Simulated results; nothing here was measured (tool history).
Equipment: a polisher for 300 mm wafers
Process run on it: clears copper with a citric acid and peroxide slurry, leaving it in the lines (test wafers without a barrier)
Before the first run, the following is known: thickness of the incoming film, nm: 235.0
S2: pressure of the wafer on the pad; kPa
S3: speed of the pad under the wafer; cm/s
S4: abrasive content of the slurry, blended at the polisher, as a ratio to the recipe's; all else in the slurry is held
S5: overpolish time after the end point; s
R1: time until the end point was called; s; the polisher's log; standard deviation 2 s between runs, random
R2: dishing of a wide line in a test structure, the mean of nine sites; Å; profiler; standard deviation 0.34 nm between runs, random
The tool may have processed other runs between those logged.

Run 1, hour 0: flow of slurry (ml/min) 205, S2 16.5 kPa, S3 92 cm/s, S4 1, S5 20 s. Result: R1 155.17 s, R2 245.93 Å.
Run 2, hour 3.4: flow of slurry (ml/min) 205, S2 16.5 kPa, S3 92 cm/s, S4 0.9, S5 20 s. Result: R1 157.26 s, R2 237.09 Å.
Run 3, hour 10: flow of slurry (ml/min) 205, S2 12.4 kPa, S3 92 cm/s, S4 0.9, S5 20 s. Result: R1 192.12 s, R2 199.27 Å.
Run 4, hour 15.2: flow of slurry (ml/min) 205, S2 12.4 kPa, S3 110 cm/s, S4 0.9, S5 20 s. Result: R1 162.32 s, R2 226.96 Å.
Run 5, hour 17.1: flow of slurry (ml/min) 205, S2 12.4 kPa, S3 110 cm/s, S4 0.9, S5 23 s. Result: R1 162.09 s, R2 259.94 Å.
Run 6, hour 25.7: flow of slurry (ml/min) 200, S2 13.8 kPa, S3 112 cm/s, S4 0.9, S5 20 s. Result: R1 148.58 s, R2 240.92 Å.
Run 7, hour 31.3: flow of slurry (ml/min) 200, S2 14.5 kPa, S3 114 cm/s, S4 0.9, S5 18 s. Result: R1 141.75 s, R2 237.63 Å.
Run 8, hour 33.6: flow of slurry (ml/min) 210, S2 16.5 kPa, S3 116 cm/s, S4 0.9, S5 11 s. Result: R1 127.48 s, R2 176.03 Å.
Run 9, hour 35.8: flow of slurry (ml/min) 210, S2 16.5 kPa, S3 116 cm/s, S4 0.9, S5 12 s. Result: R1 124.11 s, R2 189.98 Å.
Run 10, hour 40.4: flow of slurry (ml/min) 210, S2 16.5 kPa, S3 116 cm/s, S4 0.9, S5 13 s. Result: R1 127.16 s, R2 198.12 Å.

Expected results for the next run?
Run 11, hour 49: flow of slurry (ml/min) 210, S2 16.5 kPa, S3 116 cm/s, S4 0.9, S5 13 s. Result: R1 ?, R2 ?.

{"run 11": {"R1": 126.42, "R2": 195.48}}

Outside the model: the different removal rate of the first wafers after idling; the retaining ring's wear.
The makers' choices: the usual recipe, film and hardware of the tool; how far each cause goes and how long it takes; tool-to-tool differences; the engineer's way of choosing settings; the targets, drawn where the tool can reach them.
